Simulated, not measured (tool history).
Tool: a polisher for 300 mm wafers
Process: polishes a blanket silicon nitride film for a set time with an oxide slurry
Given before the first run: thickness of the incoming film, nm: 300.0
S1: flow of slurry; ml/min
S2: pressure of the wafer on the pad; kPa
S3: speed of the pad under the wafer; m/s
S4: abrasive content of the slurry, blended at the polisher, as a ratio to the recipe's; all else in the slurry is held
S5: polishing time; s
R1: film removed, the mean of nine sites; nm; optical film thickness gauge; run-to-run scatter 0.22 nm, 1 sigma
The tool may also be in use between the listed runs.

{"run": 1, "day": 0.0, "S1": 210, "S2": 28.3, "S3": 0.96, "S4": 1, "S5": 47, "R1": 36.501}
{"run": 2, "day": 0.133, "S1": 210, "S2": 28.3, "S3": 0.96, "S4": 1, "S5": 47, "R1": 35.218}
{"run": 3, "day": 0.471, "S1": 210, "S2": 26.2, "S3": 0.92, "S4": 1, "S5": 47, "R1": 32.267}
{"run": 4, "day": 0.846, "S1": 210, "S2": 24.1, "S3": 0.88, "S4": 1, "S5": 47, "R1": 28.695}
{"run": 5, "day": 0.892, "S1": 210, "S2": 22.8, "S3": 0.86, "S4": 1, "S5": 47, "R1": 27.632}
{"run": 6, "day": 1.192, "S1": 210, "S2": 21.4, "S3": 0.82, "S4": 1, "S5": 47, "R1": 25.8}
{"run": 7, "day": 1.571, "S1": 210, "S2": 20, "S3": 0.78, "S4": 1, "S5": 47, "R1": 23.744}
{"run": 8, "day": 1.708, "S1": 210, "S2": 19.3, "S3": 0.76, "S4": 1, "S5": 47, "R1": 21.982}
{"run": 9, "day": 1.738, "S1": 210, "S2": 18.6, "S3": 0.74, "S4": 1, "S5": 47, "R1": 21.132}

The next listed run, before its measurement:
{"run": 10, "day": 1.879, "S1": 210, "S2": 17.9, "S3": 0.72, "S4": 1, "S5": 47, "R1": "?"}

R1: 20.344 nm
